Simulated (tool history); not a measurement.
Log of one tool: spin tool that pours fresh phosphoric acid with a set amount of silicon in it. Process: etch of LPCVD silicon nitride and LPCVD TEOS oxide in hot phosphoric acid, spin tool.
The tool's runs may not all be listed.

run,hour,temperature setpoint of the liquid (C),silicon dissolved in the acid as it is poured (mg a litre),time under the liquid (s),thickness taken off the LPCVD silicon nitride on a monitor wafer (Å),thickness taken off the LPCVD TEOS oxide on a monitor wafer (Å)
1,0,160,10.5,180,147.48,3.2957
2,4.9,159.5,12,170,137.65,2.9877
3,9.2,160.5,12,170,143.1,3.1494
4,11.6,160,13.5,165,135.68,2.9776
5,16.4,159.5,15.5,160,130.11,2.4565
6,20.6,159,15.5,155,123.97,2.3281
# hour 27.5: dissolved silicon flow meter replaced
7,27.5,158.5,15.5,150,117.67,2.3466

Forecast run 8:
8,32,158,16.5,150,?,?

thickness taken off the LPCVD silicon nitride on a monitor wafer (Å): 115.72
thickness taken off the LPCVD TEOS oxide on a monitor wafer (Å): 2.0054
